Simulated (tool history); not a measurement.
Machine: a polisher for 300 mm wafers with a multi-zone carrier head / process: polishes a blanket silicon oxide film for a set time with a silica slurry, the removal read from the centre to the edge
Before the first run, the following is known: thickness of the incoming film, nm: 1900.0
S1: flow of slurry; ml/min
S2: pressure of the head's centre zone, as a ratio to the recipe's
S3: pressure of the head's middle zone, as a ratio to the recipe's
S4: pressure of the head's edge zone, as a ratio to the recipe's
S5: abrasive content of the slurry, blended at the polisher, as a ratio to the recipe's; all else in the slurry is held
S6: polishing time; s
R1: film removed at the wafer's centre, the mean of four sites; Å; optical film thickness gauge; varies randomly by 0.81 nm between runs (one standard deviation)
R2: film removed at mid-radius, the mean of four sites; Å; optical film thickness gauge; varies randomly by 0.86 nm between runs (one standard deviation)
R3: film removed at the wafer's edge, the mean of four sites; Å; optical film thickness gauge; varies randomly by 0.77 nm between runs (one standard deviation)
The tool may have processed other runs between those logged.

run,hour,S1,S2,S3,S4,S5,S6,R1,R2,R3
1,0.0,180,1.00,1.00,1.00,1.00,31,1342.1,1338.6,1305.6
2,4.5,170,0.99,0.97,0.95,0.95,31,1272.7,1264.2,1237.8
3,8.0,160,0.99,0.95,0.91,0.90,31,1228.8,1171.6,1171.8
4,13.1,150,0.98,0.95,0.88,0.90,31,1200.6,1172.9,1132.7
5,18.5,150,0.98,0.95,0.88,0.90,38,1475.7,1415.7,1398.9
6,27.5,150,0.97,0.95,0.86,0.75,37,1272.3,1258.7,1186.7
7,33.1,145,0.96,0.93,0.85,0.70,37,1197.2,1155.2,1149.4
8,38.9,140,0.96,0.93,0.84,0.70,37,1179.5,1155.1,1127.6

The next listed run, before its measurement:
9,42.3,115,0.96,0.90,0.81,0.65,37,?,?,?

Run 9 measured R1 1071.2 Å, R2 1042.3 Å, R3 1036.2 Å.
